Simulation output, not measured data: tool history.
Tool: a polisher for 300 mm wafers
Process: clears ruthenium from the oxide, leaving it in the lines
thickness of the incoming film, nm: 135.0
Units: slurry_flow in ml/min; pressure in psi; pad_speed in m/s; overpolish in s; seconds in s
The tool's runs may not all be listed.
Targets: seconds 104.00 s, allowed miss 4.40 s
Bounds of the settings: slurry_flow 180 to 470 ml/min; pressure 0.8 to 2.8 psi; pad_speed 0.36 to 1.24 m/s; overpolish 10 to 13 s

run	hour	slurry_flow	pressure	pad_speed	overpolish	seconds
1	0.0	300	1.8	0.80	13	166.02
2	3.5	300	2.1	0.80	13	141.99
3	8.0	300	2.3	0.80	13	129.90
4	11.6	300	2.4	0.80	13	124.79
5	12.2	300	2.5	0.80	13	123.50
6	16.9	300	2.5	0.80	10	119.57
7	23.6	300	2.6	0.80	10	115.11
8	30.5	300	2.7	0.80	10	111.71

5 next moves are on the table. One of them brings every result within its allowed miss. Which?
A	37.4	330	2.8	0.68	11	?
B	37.4	295	2.6	0.76	13	?
C	37.4	340	2.7	0.72	10	?
D	37.4	270	2.8	0.84	13	?
E	37.4	275	2.7	0.78	10	?

move	seconds
A	127.38
B	124.81
C	124.47
D	106.69
E	118.48
A: further off than the last run
B: further off than the last run
C: further off than the last run
D: meets every target
E: further off than the last run
Answer: D
